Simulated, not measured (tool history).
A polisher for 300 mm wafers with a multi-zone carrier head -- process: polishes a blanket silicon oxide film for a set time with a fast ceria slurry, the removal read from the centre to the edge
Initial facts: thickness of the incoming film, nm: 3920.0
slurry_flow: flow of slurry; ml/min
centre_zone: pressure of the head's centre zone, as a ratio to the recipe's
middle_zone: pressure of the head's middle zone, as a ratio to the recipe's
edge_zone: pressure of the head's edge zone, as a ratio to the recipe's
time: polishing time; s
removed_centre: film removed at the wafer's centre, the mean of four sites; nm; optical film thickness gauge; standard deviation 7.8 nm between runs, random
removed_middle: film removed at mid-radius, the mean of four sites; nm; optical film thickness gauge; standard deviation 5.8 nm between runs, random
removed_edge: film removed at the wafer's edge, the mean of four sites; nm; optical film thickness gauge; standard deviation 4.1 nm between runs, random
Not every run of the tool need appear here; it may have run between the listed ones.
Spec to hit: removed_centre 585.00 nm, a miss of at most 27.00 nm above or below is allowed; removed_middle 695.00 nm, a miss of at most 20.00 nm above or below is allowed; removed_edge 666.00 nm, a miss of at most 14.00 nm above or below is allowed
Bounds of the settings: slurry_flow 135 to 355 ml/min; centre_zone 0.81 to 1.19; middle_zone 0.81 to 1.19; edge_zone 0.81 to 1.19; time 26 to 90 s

| run | hour | slurry_flow | centre_zone | middle_zone | edge_zone | time | removed_centre | removed_middle | removed_edge |
|---|---|---|---|---|---|---|---|---|---|
| 1 | 0.0 | 225 | 1.00 | 1.00 | 1.00 | 58 | 820.34 | 868.09 | 857.36 |
| 2 | 5.0 | 220 | 0.97 | 0.99 | 0.97 | 56 | 782.21 | 823.30 | 818.17 |
| 3 | 8.3 | 220 | 0.97 | 0.96 | 0.97 | 56 | 776.56 | 809.21 | 824.85 |
| 4 | 13.6 | 215 | 0.94 | 0.97 | 0.95 | 54 | 703.66 | 770.69 | 775.57 |
| 5 | 22.0 | 265 | 0.94 | 0.97 | 0.95 | 54 | 741.77 | 813.69 | 792.81 |
| 6 | 24.6 | 265 | 0.94 | 0.97 | 1.04 | 54 | 745.97 | 806.57 | 830.34 |
| 7 | 26.2 | 200 | 0.84 | 0.92 | 0.94 | 48 | 564.52 | 655.48 | 678.32 |
| 8 | 34.9 | 200 | 0.84 | 0.92 | 0.94 | 48 | 557.38 | 646.96 | 687.45 |
| 9 | 40.6 | 205 | 0.85 | 0.93 | 0.93 | 48 | 578.17 | 664.36 | 674.74 |
| 10 | 43.8 | 210 | 0.85 | 0.94 | 0.93 | 48 | 564.98 | 676.06 | 674.60 |

Of the 5 settings listed for the next run, only one would bring every result within its allowed miss of target. Which one?
| A | 47.0 | 195 | 0.85 | 0.87 | 0.99 | 50 | ? | ? | ? |
| B | 47.0 | 255 | 0.81 | 0.94 | 0.99 | 47 | ? | ? | ? |
| C | 47.0 | 195 | 0.81 | 0.97 | 0.95 | 48 | ? | ? | ? |
| D | 47.0 | 195 | 0.81 | 0.89 | 0.95 | 48 | ? | ? | ? |
| E | 47.0 | 225 | 0.88 | 0.99 | 0.92 | 47 | ? | ? | ? |

| move | removed_centre | removed_middle | removed_edge |
|---|---|---|---|
| A | 587.31 | 655.58 | 731.51 |
| B | 549.10 | 682.90 | 706.81 |
| C | 537.42 | 689.22 | 687.87 |
| D | 537.12 | 641.46 | 688.61 |
| E | 586.42 | 701.51 | 674.33 |
A: misses by more than the last run did
B: gets the furthest-off result to its target, but another result is out of tolerance
C: gets the furthest-off result to its target, but another result is out of tolerance
D: misses by more than the last run did
E: each result inside its tolerance
The right move is E.
